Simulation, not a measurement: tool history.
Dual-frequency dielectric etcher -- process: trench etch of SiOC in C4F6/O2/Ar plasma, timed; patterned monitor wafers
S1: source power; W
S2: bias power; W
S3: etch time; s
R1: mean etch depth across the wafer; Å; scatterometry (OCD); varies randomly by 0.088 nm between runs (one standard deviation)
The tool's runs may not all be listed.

Run 1, hour 0: S1 310 W, S2 142 W, S3 11.5 s. Result: R1 186.32 Å.
Run 2, hour 6.5: S1 290 W, S2 138 W, S3 11.5 s. Result: R1 179.51 Å.
Run 3, hour 8.9: S1 280 W, S2 136 W, S3 11.5 s. Result: R1 175.07 Å.
Run 4, hour 16.2: S1 270 W, S2 135 W, S3 11.5 s. Result: R1 171.71 Å.
Run 5, hour 23.5: S1 270 W, S2 151 W, S3 11.5 s. Result: R1 181.17 Å.
Run 6, hour 31.1: S1 310 W, S2 151 W, S3 11.5 s. Result: R1 191.58 Å.
Run 7, hour 35.6: S1 290 W, S2 148 W, S3 11.5 s. Result: R1 183.98 Å.
Run 8, hour 39.9: S1 270 W, S2 146 W, S3 11.5 s. Result: R1 179.08 Å.
Run 9, hour 42.9: S1 260 W, S2 144 W, S3 11.5 s. Result: R1 173.76 Å.
Run 10, hour 51.2: S1 250 W, S2 143 W, S3 11.5 s. Result: R1 170.59 Å.

Forecast run 11:
Run 11, hour 57.9: S1 240 W, S2 142 W, S3 11.5 s. Result: R1 ?.

R1: 168.49 Å

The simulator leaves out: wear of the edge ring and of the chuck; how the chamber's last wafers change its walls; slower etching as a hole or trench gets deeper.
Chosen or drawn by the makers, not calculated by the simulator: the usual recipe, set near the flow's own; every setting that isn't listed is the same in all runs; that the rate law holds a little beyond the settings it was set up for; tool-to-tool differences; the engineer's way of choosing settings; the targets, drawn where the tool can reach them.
